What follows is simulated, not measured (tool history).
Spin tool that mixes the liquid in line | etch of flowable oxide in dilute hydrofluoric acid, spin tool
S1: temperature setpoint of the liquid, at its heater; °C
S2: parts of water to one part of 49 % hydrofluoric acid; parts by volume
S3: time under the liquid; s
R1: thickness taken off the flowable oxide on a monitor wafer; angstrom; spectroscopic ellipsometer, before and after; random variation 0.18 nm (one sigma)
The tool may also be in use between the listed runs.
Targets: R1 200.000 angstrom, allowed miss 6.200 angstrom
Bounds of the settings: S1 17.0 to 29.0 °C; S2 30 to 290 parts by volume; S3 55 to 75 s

run	hour	S1	S2	S3	R1
1	0.0	21.0	160	75	93.000
2	8.4	22.5	145	75	110.320
3	16.0	24.0	145	75	115.690
4	23.8	24.0	145	75	116.890
5	28.6	25.0	135	75	131.290
6	30.0	25.0	135	55	98.002
7	38.2	25.5	110	55	125.520
8	45.0	26.0	95	55	149.840
9	45.8	26.5	90	55	161.630
10	48.5	27.0	85	55	176.750
11	56.8	27.5	85	55	181.680
12	58.4	28.0	85	55	182.200

Which of these 4 next moves meets every target?
A	60.0	24.5	70	55	?
B	60.0	29.0	130	75	?
C	60.0	26.5	110	70	?
D	60.0	28.5	95	55	?

move	R1
A	195.670
B	158.020
C	162.820
D	163.140
A: meets every target
B: further off than the last run
C: further off than the last run
D: further off than the last run
Move A is the one to make.
